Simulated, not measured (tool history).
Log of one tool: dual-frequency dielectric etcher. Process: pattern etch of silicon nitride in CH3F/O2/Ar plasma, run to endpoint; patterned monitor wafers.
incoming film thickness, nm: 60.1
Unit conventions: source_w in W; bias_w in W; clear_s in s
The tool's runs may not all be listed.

run  hour  source_w  bias_w  clear_s
  1   0.0       420      64   94.556
  2   6.9       390      63   98.952
  3  15.8       390      58  102.430
  4  17.8       380      58  103.230
  5  20.0       450      58   93.870
  6  22.1       500      58   88.713
  7  23.0       460      57   93.825
  8  28.0       430      56   97.769

Run 9 has not been measured yet. What should we expect?
  9  29.7       410      56        ?

Run 9 produced clear_s 100.300 s.
